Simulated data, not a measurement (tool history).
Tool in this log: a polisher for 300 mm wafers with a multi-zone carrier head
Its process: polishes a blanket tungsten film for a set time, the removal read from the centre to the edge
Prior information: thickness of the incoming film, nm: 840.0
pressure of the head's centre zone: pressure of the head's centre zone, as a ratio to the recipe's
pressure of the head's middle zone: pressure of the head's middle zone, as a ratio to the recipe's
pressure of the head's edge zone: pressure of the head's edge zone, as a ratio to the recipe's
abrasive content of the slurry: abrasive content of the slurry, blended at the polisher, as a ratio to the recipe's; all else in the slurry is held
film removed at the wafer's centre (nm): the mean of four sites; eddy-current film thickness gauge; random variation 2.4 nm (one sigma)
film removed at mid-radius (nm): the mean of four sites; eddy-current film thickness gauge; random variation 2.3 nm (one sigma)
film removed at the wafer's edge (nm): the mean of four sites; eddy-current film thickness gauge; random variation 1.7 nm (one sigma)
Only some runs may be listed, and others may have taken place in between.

run	hour	flow of slurry (ml/min)	pressure of the head's centre zone	pressure of the head's middle zone	pressure of the head's edge zone	abrasive content of the slurry	polishing time (s)	film removed at the wafer's centre (nm)	film removed at mid-radius (nm)	film removed at the wafer's edge (nm)
1	0	215	1	1	1	1	73	255.09	262.04	263.56
2	7.7	260	1	1	1	1	73	257.6	270.19	267.1
3	16	260	1	1	0.91	1	73	262.81	271.16	254.05
4	18.4	260	1	1	0.91	0.85	73	252.15	260.61	248.89
5	21.1	215	1	1	0.91	0.85	73	242.89	249.34	238.48
6	27.7	215	0.93	1	0.91	0.85	73	224.59	256.09	240.14
7	35.2	205	0.96	1	0.88	0.75	69	212.32	231.06	211.21

For run 8, what comes out?
8	42	190	0.97	0.98	0.86	0.65	68	?	?	?

film removed at the wafer's centre (nm): 204.74
film removed at mid-radius (nm): 211.05
film removed at the wafer's edge (nm): 205.01

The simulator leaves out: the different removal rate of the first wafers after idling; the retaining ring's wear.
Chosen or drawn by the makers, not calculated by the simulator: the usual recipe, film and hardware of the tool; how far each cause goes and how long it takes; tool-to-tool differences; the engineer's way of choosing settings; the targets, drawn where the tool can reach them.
